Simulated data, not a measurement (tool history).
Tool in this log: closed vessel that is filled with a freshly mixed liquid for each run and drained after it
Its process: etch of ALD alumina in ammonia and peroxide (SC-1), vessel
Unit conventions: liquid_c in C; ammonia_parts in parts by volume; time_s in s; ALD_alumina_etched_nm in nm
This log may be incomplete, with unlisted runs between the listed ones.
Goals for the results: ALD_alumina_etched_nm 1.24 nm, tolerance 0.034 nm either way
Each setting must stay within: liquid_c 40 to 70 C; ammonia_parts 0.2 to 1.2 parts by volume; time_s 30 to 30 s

run	hour	liquid_c	ammonia_parts	time_s	ALD_alumina_etched_nm
1	0	56	0.85	30	2.443
2	6.9	53	0.85	30	2.0987
3	14.3	53	0.6	30	2.0118
4	20.1	53	0.85	30	2.0928
5	25.6	58	0.85	30	2.7286
6	33.3	51.5	0.85	30	1.9281
7	36.2	49.5	0.85	30	1.7299
8	41.3	42	0.85	30	1.1397
9	42.6	42.5	0.85	30	1.1564
10	49.9	43	0.85	30	1.2001
11	57.2	43	0.85	30	1.2002

Consider the 4 candidate settings below. Which is the only one whose results all fall within their allowed miss of target?
A	64.5	44	0.7	30	?
B	64.5	42	1	30	?
C	64.5	45	0.7	30	?
D	64.5	44.5	0.75	30	?

move	ALD_alumina_etched_nm
A	1.2465
B	1.149
C	1.3198
D	1.2912
A: each result inside its tolerance
B: its largest miss is bigger than the last run's
C: takes the biggest miss from the last run beyond its target
D: takes the biggest miss from the last run beyond its target
Correct choice: A, which meets every target
